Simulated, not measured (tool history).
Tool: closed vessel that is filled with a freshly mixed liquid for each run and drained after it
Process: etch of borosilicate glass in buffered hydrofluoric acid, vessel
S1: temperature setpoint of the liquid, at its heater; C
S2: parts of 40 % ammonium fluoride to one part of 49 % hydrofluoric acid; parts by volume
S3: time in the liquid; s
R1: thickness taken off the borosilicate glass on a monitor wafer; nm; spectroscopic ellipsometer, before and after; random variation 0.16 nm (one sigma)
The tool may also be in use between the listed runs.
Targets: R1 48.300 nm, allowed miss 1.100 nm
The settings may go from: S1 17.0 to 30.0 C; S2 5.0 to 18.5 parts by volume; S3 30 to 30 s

run    day    S1    S2  S3      R1
  1  0.000  22.0  11.5  30  28.310
  2  0.358  22.0   9.5  30  33.477
  3  0.729  23.0   9.5  30  35.318
  4  1.088  23.0   6.5  30  51.581
     1.438  -- thermometer replaced
  5  1.438  23.0   6.5  30  57.129
  6  1.767  22.5   6.5  30  55.508
  7  1.788  21.5   6.5  30  52.505
  8  1.817  21.0   6.5  30  50.907
  9  1.996  21.0   6.5  30  50.988

4 next moves are on the table. One of them brings every result within its allowed miss. Which?
  A  2.175  24.0  8.0  30   ?
  B  2.175  19.5  5.5  30   ?
  C  2.175  23.0  7.0  30   ?
  D  2.175  17.5  5.0  30   ?

move      R1
   A  48.498
   B  54.763
   C  53.275
   D  53.524
A: meets every target
B: further off than the last run
C: further off than the last run
D: further off than the last run
Answer: A
